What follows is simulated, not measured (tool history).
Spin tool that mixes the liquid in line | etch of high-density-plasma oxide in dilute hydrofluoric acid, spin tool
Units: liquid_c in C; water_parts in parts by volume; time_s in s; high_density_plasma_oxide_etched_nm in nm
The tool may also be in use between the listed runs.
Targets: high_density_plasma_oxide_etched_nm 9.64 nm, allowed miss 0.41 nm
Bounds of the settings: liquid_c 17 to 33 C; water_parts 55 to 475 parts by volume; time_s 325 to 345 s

run    day  liquid_c  water_parts  time_s  high_density_plasma_oxide_etched_nm
  1      0        25          265     325                               5.3362
  2  0.162        28          265     325                                5.694
  3  0.358      30.5          265     325                               6.4279
  4  0.683      30.5          335     325                               4.6673
  5  0.879      30.5          430     325                               3.2544
  6  1.125      30.5          430     325                               3.2487
  7  1.346      30.5          405     325                               3.6202
  8  1.392      30.5          380     325                               3.9387
  9  1.588      30.5          360     325                               4.2217
 10  1.858      30.5          340     325                               4.5576
 11  2.004        33          235     330                               8.1767
 12  2.033        33          230     330                               8.4533
 13  2.362        33          230     330                               8.4744
 14  2.621        33          225     330                               8.5748
 15  2.817        33          220     330                               8.9781

Which of these 5 next moves meets every target?
  A  3.012        31          220     335                                    ?
  B  3.012        32          210     345                                    ?
  C  3.012        30          235     345                                    ?
  D  3.012      29.5          225     325                                    ?
  E  3.012      30.5          225     325                                    ?

move  high_density_plasma_oxide_etched_nm
   A                               8.5763
   B                               9.6887
   C                               7.8522
   D                               7.6859
   E                               7.9511
A: further off than the last run
B: meets every target
C: further off than the last run
D: further off than the last run
E: further off than the last run
Move B is the one to make.
